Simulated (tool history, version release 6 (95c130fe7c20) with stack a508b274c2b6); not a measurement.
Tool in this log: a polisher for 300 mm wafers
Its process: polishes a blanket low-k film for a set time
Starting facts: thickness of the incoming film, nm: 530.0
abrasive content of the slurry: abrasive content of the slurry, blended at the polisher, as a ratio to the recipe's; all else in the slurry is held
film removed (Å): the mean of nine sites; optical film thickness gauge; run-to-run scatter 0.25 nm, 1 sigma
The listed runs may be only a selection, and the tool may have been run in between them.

run	day	flow of slurry (ml/min)	pressure of the wafer on the pad (psi)	speed of the pad under the wafer (cm/s)	abrasive content of the slurry	polishing time (s)	film removed (Å)
1	0.000	120	1.7	86	1.0	38	107.13
2	0.258	120	1.9	88	1.0	38	118.84
3	0.296	120	2.3	88	1.0	38	144.90
4	0.588	125	2.4	90	1.0	38	150.86
5	0.862	125	2.4	94	1.0	38	157.65
6	1.008	125	2.4	98	1.0	38	162.44
7	1.104	125	2.4	98	1.0	38	165.98

Run 8 has not been measured yet. What should we expect?
8	1.383	125	2.4	100	1.0	38	?

film removed (Å): 169.96

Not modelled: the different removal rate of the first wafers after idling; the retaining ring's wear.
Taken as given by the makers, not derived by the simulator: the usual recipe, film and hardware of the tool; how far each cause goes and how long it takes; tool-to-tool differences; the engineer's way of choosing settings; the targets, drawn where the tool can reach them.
